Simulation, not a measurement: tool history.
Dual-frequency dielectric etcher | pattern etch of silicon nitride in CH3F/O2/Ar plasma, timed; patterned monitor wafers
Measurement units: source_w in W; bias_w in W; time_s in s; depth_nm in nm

{"run": 1, "hour": 0.0, "source_w": 540, "bias_w": 82, "time_s": 88.5, "depth_nm": 77.079}
{"run": 2, "hour": 2.0, "source_w": 560, "bias_w": 83, "time_s": 88.5, "depth_nm": 77.65}
{"run": 3, "hour": 4.6, "source_w": 520, "bias_w": 83, "time_s": 88.5, "depth_nm": 76.177}
{"run": 4, "hour": 12.2, "source_w": 540, "bias_w": 84, "time_s": 88.5, "depth_nm": 76.885}
{"run": 5, "hour": 16.3, "source_w": 560, "bias_w": 85, "time_s": 88.5, "depth_nm": 78.019}
{"run": 6, "hour": 19.5, "source_w": 560, "bias_w": 85, "time_s": 92.5, "depth_nm": 82.854}
{"run": 7, "hour": 22.8, "source_w": 570, "bias_w": 85, "time_s": 92.5, "depth_nm": 81.851}

Run 8, settings as shown, results not yet in. Your forecast:
{"run": 8, "hour": 29.3, "source_w": 580, "bias_w": 86, "time_s": 92.5, "depth_nm": "?"}

{"run 8": {"depth_nm": 83.809}}
